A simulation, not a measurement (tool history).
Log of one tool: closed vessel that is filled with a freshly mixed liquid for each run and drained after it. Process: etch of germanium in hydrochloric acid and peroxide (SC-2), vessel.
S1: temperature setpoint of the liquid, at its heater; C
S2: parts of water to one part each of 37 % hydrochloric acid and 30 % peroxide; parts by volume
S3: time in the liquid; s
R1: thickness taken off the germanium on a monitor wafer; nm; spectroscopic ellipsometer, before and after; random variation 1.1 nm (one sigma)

run	day	S1	S2	S3	R1
1	0	58	7.5	105	212.25
2	0.292	56.5	7.5	105	201.6
3	0.4	61	7.5	105	233.58
4	0.554	61	5	105	237.8
5	0.825	59	5	105	223.34
6	1.162	59	7.5	105	220.9
7	1.271	57.5	7.5	105	210.04
8	1.421	57.5	7.5	105	209.42
9	1.729	56	7.5	105	201.11
10	1.812	54.5	7.5	105	192.72

Forecast run 11:
11	1.904	53.5	7.5	105	?

R1: 185.26 nm
